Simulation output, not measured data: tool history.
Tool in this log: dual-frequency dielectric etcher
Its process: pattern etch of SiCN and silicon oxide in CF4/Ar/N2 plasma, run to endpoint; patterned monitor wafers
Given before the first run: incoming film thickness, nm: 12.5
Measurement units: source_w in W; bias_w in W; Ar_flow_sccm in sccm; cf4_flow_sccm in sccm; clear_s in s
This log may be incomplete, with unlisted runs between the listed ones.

{"run": 1, "day": 0.0, "source_w": 340, "bias_w": 85, "Ar_flow_sccm": 127, "cf4_flow_sccm": 52, "clear_s": 18.636}
{"run": 2, "day": 0.254, "source_w": 340, "bias_w": 85, "Ar_flow_sccm": 127, "cf4_flow_sccm": 43, "clear_s": 19.48}
{"run": 3, "day": 0.479, "source_w": 340, "bias_w": 85, "Ar_flow_sccm": 127, "cf4_flow_sccm": 36, "clear_s": 19.845}
{"run": 4, "day": 0.692, "source_w": 330, "bias_w": 84, "Ar_flow_sccm": 127, "cf4_flow_sccm": 36, "clear_s": 20.235}
{"run": 5, "day": 0.883, "source_w": 330, "bias_w": 97, "Ar_flow_sccm": 127, "cf4_flow_sccm": 36, "clear_s": 19.214}
{"run": 6, "day": 1.192, "source_w": 330, "bias_w": 105, "Ar_flow_sccm": 127, "cf4_flow_sccm": 36, "clear_s": 18.618}
{"run": 7, "day": 1.396, "source_w": 310, "bias_w": 104, "Ar_flow_sccm": 127, "cf4_flow_sccm": 36, "clear_s": 20.105}
{"run": 8, "day": 1.688, "source_w": 300, "bias_w": 104, "Ar_flow_sccm": 127, "cf4_flow_sccm": 36, "clear_s": 20.404}
{"run": 9, "day": 1.983, "source_w": 290, "bias_w": 104, "Ar_flow_sccm": 127, "cf4_flow_sccm": 36, "clear_s": 20.47}
{"run": 10, "day": 2.342, "source_w": 230, "bias_w": 100, "Ar_flow_sccm": 129, "cf4_flow_sccm": 36, "clear_s": 25.954}
{"run": 11, "day": 2.488, "source_w": 240, "bias_w": 100, "Ar_flow_sccm": 129, "cf4_flow_sccm": 36, "clear_s": 24.836}

Run 12 is up next; what results do you expect?
{"run": 12, "day": 2.85, "source_w": 270, "bias_w": 101, "Ar_flow_sccm": 129, "cf4_flow_sccm": 36, "clear_s": "?"}

Run 12 yielded clear_s 22.25 s.
